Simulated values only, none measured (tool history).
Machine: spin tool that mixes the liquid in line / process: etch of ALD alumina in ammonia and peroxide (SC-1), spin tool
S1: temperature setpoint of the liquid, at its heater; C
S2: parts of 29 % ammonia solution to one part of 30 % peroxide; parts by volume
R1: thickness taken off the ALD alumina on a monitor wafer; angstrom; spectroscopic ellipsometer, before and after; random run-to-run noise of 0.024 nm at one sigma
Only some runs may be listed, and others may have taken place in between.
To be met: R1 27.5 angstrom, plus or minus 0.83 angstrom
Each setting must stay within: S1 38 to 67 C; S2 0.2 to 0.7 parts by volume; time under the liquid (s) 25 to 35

{"run": 1, "hour": 0.0, "S1": 51, "S2": 0.4, "time under the liquid (s)": 35, "R1": 18.051}
{"run": 2, "hour": 1.3, "S1": 51, "S2": 0.35, "time under the liquid (s)": 35, "R1": 17.775}
{"run": 3, "hour": 9.8, "S1": 51, "S2": 0.3, "time under the liquid (s)": 35, "R1": 17.573}
{"run": 4, "hour": 17.8, "S1": 53.5, "S2": 0.3, "time under the liquid (s)": 35, "R1": 19.932}
{"run": 5, "hour": 18.8, "S1": 53.5, "S2": 0.25, "time under the liquid (s)": 35, "R1": 19.625}
{"run": 6, "hour": 19.9, "S1": 55.5, "S2": 0.25, "time under the liquid (s)": 35, "R1": 22.037}
{"run": 7, "hour": 21.7, "S1": 56.5, "S2": 0.25, "time under the liquid (s)": 35, "R1": 23.288}
{"run": 8, "hour": 28.3, "S1": 56.5, "S2": 0.25, "time under the liquid (s)": 35, "R1": 22.968}
{"run": 9, "hour": 36.7, "S1": 57.5, "S2": 0.25, "time under the liquid (s)": 35, "R1": 24.251}
{"run": 10, "hour": 44.9, "S1": 58, "S2": 0.25, "time under the liquid (s)": 35, "R1": 24.84}
{"run": 11, "hour": 48.4, "S1": 58.5, "S2": 0.25, "time under the liquid (s)": 35, "R1": 25.97}

5 candidate next runs follow, results not yet known. Just one meets every target within its allowed miss. Identify it.
{"run": "A", "hour": 51.9, "S1": 57, "S2": 0.25, "time under the liquid (s)": 35, "R1": "?"}
{"run": "B", "hour": 51.9, "S1": 59, "S2": 0.2, "time under the liquid (s)": 35, "R1": "?"}
{"run": "C", "hour": 51.9, "S1": 57, "S2": 0.3, "time under the liquid (s)": 35, "R1": "?"}
{"run": "D", "hour": 51.9, "S1": 60.5, "S2": 0.2, "time under the liquid (s)": 35, "R1": "?"}
{"run": "E", "hour": 51.9, "S1": 64, "S2": 0.4, "time under the liquid (s)": 25, "R1": "?"}

move=A R1=23.942
move=B R1=26.013
move=C R1=24.36
move=D R1=28.101
move=E R1=25.586
A: moves away from the targets compared with the last run
B: as far off as the last run
C: moves away from the targets compared with the last run
D: all results land within tolerance of their targets
E: moves away from the targets compared with the last run
Correct choice: D, which meets every target
